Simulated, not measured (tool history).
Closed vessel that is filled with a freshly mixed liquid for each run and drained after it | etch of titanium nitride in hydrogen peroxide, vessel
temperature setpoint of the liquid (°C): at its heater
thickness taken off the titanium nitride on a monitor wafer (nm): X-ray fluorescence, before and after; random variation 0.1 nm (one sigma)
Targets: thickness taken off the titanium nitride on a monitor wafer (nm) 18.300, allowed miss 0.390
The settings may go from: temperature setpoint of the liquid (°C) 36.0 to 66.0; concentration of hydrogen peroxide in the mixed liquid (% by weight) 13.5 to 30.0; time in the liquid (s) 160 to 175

| run | hour | temperature setpoint of the liquid (°C) | concentration of hydrogen peroxide in the mixed liquid (% by weight) | time in the liquid (s) | thickness taken off the titanium nitride on a monitor wafer (nm) |
|---|---|---|---|---|---|
| 1 | 0.0 | 52.0 | 25.5 | 160 | 14.591 |
| 2 | 3.5 | 52.0 | 29.0 | 160 | 14.830 |
| 3 | 10.3 | 52.0 | 30.0 | 160 | 15.014 |
| 4 | 16.7 | 52.0 | 30.0 | 160 | 15.108 |
| 5 | 19.7 | 52.0 | 30.0 | 160 | 15.110 |
| 6 | 25.7 | 58.0 | 30.0 | 160 | 22.970 |
| 7 | 30.0 | 57.0 | 30.0 | 160 | 21.219 |
|  | 31.0 | peroxide flow meter replaced |
| 8 | 31.0 | 57.0 | 30.0 | 160 | 21.790 |
| 9 | 39.1 | 56.5 | 30.0 | 160 | 21.101 |
| 10 | 46.4 | 56.0 | 30.0 | 160 | 20.510 |
| 11 | 55.4 | 55.5 | 30.0 | 160 | 19.841 |
| 12 | 57.1 | 55.0 | 30.0 | 160 | 19.084 |

5 next moves are on the table. One of them brings every result within its allowed miss. Which?
| A | 58.8 | 53.5 | 30.0 | 160 | ? |
| B | 58.8 | 56.0 | 29.0 | 160 | ? |
| C | 58.8 | 54.0 | 27.5 | 160 | ? |
| D | 58.8 | 54.5 | 29.5 | 160 | ? |
| E | 58.8 | 55.0 | 29.5 | 160 | ? |

| move | thickness taken off the titanium nitride on a monitor wafer (nm) |
|---|---|
| A | 17.348 |
| B | 20.519 |
| C | 17.628 |
| D | 18.545 |
| E | 19.207 |
A: takes the result that was furthest off past its target
B: further off than the last run
C: takes the result that was furthest off past its target
D: meets every target
E: further off than the last run
Answer: D
